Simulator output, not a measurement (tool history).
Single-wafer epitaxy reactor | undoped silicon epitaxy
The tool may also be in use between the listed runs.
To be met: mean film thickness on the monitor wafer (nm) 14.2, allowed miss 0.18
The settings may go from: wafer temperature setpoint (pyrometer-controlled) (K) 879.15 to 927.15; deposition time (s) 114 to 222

run,hour,wafer temperature setpoint (pyrometer-controlled) (K),deposition time (s),mean film thickness on the monitor wafer (nm)
1,0,903.15,168,17.035
2,0.9,903.15,189,19.36
3,8.4,900.15,189,17.783
4,11.6,898.15,189,16.755
5,14.5,897.15,189,16.44
6,21.8,896.15,189,16.029
7,26.7,895.15,189,15.617
8,29.3,894.15,189,15.095
9,36.4,893.15,189,14.787

Which of these 5 next moves meets every target?
A,43.5,895.15,189,?
B,43.5,894.15,193,?
C,43.5,892.15,186,?
D,43.5,892.15,182,?
E,43.5,892.15,200,?

move,mean film thickness on the monitor wafer (nm)
A,15.571
B,15.484
C,14.149
D,13.845
E,15.214
A: further off than the last run
B: further off than the last run
C: meets every target
D: takes the result that was furthest off past its target
E: further off than the last run
The right move is C.

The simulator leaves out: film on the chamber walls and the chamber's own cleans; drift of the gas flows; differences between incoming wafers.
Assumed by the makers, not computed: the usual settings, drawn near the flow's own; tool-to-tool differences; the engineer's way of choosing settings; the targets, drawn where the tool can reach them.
